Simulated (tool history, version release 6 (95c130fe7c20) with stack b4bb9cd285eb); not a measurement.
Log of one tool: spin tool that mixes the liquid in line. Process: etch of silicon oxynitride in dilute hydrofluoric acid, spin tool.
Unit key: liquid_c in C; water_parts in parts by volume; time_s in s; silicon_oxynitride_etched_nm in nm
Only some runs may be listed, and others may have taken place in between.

Run 1, hour 0: liquid_c 24 C, water_parts 50 parts by volume, time_s 85 s. Result: silicon_oxynitride_etched_nm 6.3358 nm.
Run 2, hour 1: liquid_c 23 C, water_parts 50 parts by volume, time_s 85 s. Result: silicon_oxynitride_etched_nm 5.9585 nm.
Run 3, hour 8.5: liquid_c 26.5 C, water_parts 50 parts by volume, time_s 85 s. Result: silicon_oxynitride_etched_nm 7.0082 nm.
Run 4, hour 15.6: liquid_c 26.5 C, water_parts 40 parts by volume, time_s 85 s. Result: silicon_oxynitride_etched_nm 8.8696 nm.
Run 5, hour 18.6: liquid_c 26.5 C, water_parts 50 parts by volume, time_s 85 s. Result: silicon_oxynitride_etched_nm 7.1019 nm.
Run 6, hour 19.2: liquid_c 25.5 C, water_parts 50 parts by volume, time_s 85 s. Result: silicon_oxynitride_etched_nm 6.7804 nm.
Run 7, hour 26.6: liquid_c 24.5 C, water_parts 50 parts by volume, time_s 85 s. Result: silicon_oxynitride_etched_nm 6.4663 nm.
Run 8, hour 31.4: liquid_c 23.5 C, water_parts 50 parts by volume, time_s 85 s. Result: silicon_oxynitride_etched_nm 6.0959 nm.
Run 9, hour 38.7: liquid_c 19.5 C, water_parts 55 parts by volume, time_s 85 s. Result: silicon_oxynitride_etched_nm 4.5295 nm.
Run 10, hour 43.6: liquid_c 19 C, water_parts 55 parts by volume, time_s 85 s. Result: silicon_oxynitride_etched_nm 4.404 nm.

Run 11 has not been measured yet. What should we expect?
Run 11, hour 47.1: liquid_c 18 C, water_parts 55 parts by volume, time_s 85 s. Result: silicon_oxynitride_etched_nm ?.

Run 11 came out at silicon_oxynitride_etched_nm 4.2216 nm.

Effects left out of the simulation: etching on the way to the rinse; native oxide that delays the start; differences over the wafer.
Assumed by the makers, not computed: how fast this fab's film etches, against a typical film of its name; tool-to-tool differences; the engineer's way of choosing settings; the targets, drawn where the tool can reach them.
